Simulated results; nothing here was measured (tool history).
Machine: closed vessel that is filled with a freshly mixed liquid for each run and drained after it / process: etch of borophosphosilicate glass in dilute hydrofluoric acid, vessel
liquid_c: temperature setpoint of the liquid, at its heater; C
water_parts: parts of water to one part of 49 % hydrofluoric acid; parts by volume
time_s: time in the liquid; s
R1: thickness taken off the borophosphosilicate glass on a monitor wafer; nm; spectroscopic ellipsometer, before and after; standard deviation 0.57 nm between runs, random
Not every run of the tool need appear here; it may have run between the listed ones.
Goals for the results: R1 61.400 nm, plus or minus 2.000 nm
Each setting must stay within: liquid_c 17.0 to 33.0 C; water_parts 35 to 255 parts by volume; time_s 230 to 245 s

Run 1, day 0.000: liquid_c 25.0 C, water_parts 145 parts by volume, time_s 230 s. Result: R1 79.964 nm.
Run 2, day 0.112: liquid_c 23.5 C, water_parts 145 parts by volume, time_s 230 s. Result: R1 74.600 nm.
Run 3, day 0.421: liquid_c 23.5 C, water_parts 110 parts by volume, time_s 230 s. Result: R1 102.340 nm.
Run 4, day 0.662: liquid_c 22.0 C, water_parts 120 parts by volume, time_s 230 s. Result: R1 86.045 nm.
Run 5, day 1.008: liquid_c 22.0 C, water_parts 120 parts by volume, time_s 230 s. Result: R1 87.890 nm.
Run 6, day 1.138: liquid_c 22.0 C, water_parts 80 parts by volume, time_s 230 s. Result: R1 138.900 nm.
Run 7, day 1.421: liquid_c 21.0 C, water_parts 95 parts by volume, time_s 230 s. Result: R1 109.960 nm.
Run 8, day 1.725: liquid_c 20.0 C, water_parts 105 parts by volume, time_s 230 s. Result: R1 95.505 nm.
Run 9, day 1.954: liquid_c 19.5 C, water_parts 115 parts by volume, time_s 230 s. Result: R1 83.750 nm.
Run 10, day 2.033: liquid_c 19.0 C, water_parts 120 parts by volume, time_s 230 s. Result: R1 79.396 nm.
Run 11, day 2.117: liquid_c 18.5 C, water_parts 125 parts by volume, time_s 230 s. Result: R1 73.418 nm.
Run 12, day 2.146: liquid_c 18.0 C, water_parts 130 parts by volume, time_s 230 s. Result: R1 67.466 nm.
Run 13, day 2.250: liquid_c 17.5 C, water_parts 135 parts by volume, time_s 230 s. Result: R1 64.431 nm.

Pick the move, out of 5, that brings all results within their allowed miss; only one does.
Run A, day 2.354: liquid_c 17.5 C, water_parts 140 parts by volume, time_s 230 s. Result: R1 ?.
Run B, day 2.354: liquid_c 17.5 C, water_parts 130 parts by volume, time_s 230 s. Result: R1 ?.
Run C, day 2.354: liquid_c 19.5 C, water_parts 140 parts by volume, time_s 230 s. Result: R1 ?.
Run D, day 2.354: liquid_c 18.5 C, water_parts 135 parts by volume, time_s 230 s. Result: R1 ?.
Run E, day 2.354: liquid_c 22.0 C, water_parts 150 parts by volume, time_s 240 s. Result: R1 ?.

move      R1
   A  61.766
   B  67.186
   C  66.995
   D  67.064
   E  71.277
A: all results in spec
B: further off than the last run
C: further off than the last run
D: further off than the last run
E: further off than the last run
The right move is A.
